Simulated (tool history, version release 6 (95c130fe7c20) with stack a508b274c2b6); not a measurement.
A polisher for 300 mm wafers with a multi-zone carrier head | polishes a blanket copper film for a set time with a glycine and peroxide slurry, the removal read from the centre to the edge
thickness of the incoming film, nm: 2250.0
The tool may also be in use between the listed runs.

run  hour  flow of slurry (ml/min)  pressure of the head's centre zone  pressure of the head's middle zone  pressure of the head's edge zone  polishing time (s)  film removed at the wafer's centre (angstrom)  film removed at mid-radius (angstrom)  film removed at the wafer's edge (angstrom)
  1     0                      140                                   1                                   1                                 1                  58                                         2611.9                                 2657.9                                       2642.9
  2   5.1                      160                                   1                                   1                                 1                  58                                         2666.4                                 2693.4                                       2718.3
  3  11.3                      165                                   1                                1.01                              1.02                  59                                         2761.8                                 2739.2                                       2791.3
  4    13                      165                                0.99                                1.02                              1.03                  61                                         2783.3                                 2903.2                                       2890.9
  5  19.4                      140                                0.99                                1.02                              1.03                  61                                         2751.9                                   2821                                       2814.4
  6    27                      145                                0.99                                1.03                              1.05                  62                                         2818.2                                 2941.4                                       2913.6

Forecast run 7:
  7  29.5                      150                                0.99                                1.03                              1.07                  63                                              ?                                      ?                                            ?

Run 7 gave film removed at the wafer's centre (angstrom) 2849.3, film removed at mid-radius (angstrom) 2950.3, film removed at the wafer's edge (angstrom) 3005.2.
